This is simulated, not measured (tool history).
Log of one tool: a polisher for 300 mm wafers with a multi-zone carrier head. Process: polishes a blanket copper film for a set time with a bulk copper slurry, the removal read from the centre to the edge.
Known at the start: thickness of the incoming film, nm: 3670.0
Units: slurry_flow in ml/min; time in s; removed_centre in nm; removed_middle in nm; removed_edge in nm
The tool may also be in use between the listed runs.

run	day	slurry_flow	centre_zone	middle_zone	edge_zone	slurry_solids	time	removed_centre	removed_middle	removed_edge
1	0	220	1	1	1	1	53	414.75	400.53	390.84
2	0.196	210	0.99	0.96	0.96	0.95	53	404.74	380.03	371.95
3	0.479	210	1.06	0.96	0.96	0.95	53	428.34	384.12	373.88
4	0.808	245	1.06	0.96	0.96	0.95	53	434.7	390.78	378.44
5	0.929	235	1.02	0.93	0.94	0.9	53	409.61	375.85	376.95
6	1.046	220	1.02	0.91	0.91	0.85	53	403.19	365.46	366.48
7	1.412	210	1.02	0.89	0.89	0.8	53	389.96	353.21	350.83

Forecast run 8:
8	1.733	200	1.02	0.88	0.89	0.8	53	?	?	?

{"run 8": {"removed_centre": 392.41, "removed_middle": 346.48, "removed_edge": 346.25}}

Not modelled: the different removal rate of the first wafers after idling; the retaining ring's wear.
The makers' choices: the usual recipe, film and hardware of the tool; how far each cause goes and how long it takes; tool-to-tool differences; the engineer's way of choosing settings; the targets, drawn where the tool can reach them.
